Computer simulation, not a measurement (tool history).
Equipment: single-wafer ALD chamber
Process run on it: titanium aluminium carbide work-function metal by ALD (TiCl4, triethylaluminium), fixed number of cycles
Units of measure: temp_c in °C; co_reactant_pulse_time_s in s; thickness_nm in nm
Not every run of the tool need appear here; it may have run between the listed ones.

{"run": 1, "hour": 0.0, "temp_c": 290, "co_reactant_pulse_time_s": 8.19, "thickness_nm": 2.0362}
{"run": 2, "hour": 5.8, "temp_c": 283, "co_reactant_pulse_time_s": 8.19, "thickness_nm": 1.9732}
{"run": 3, "hour": 12.4, "temp_c": 285, "co_reactant_pulse_time_s": 8.42, "thickness_nm": 2.0025}
{"run": 4, "hour": 18.4, "temp_c": 277, "co_reactant_pulse_time_s": 8.42, "thickness_nm": 1.9348}
{"run": 5, "hour": 19.8, "temp_c": 280, "co_reactant_pulse_time_s": 8.7, "thickness_nm": 1.9722}
{"run": 6, "hour": 23.7, "temp_c": 285, "co_reactant_pulse_time_s": 8.7, "thickness_nm": 2.0079}

Run 7 has not been measured yet. What should we expect?
{"run": 7, "hour": 24.9, "temp_c": 287, "co_reactant_pulse_time_s": 8.96, "thickness_nm": "?"}

thickness_nm: 2.0477 nm
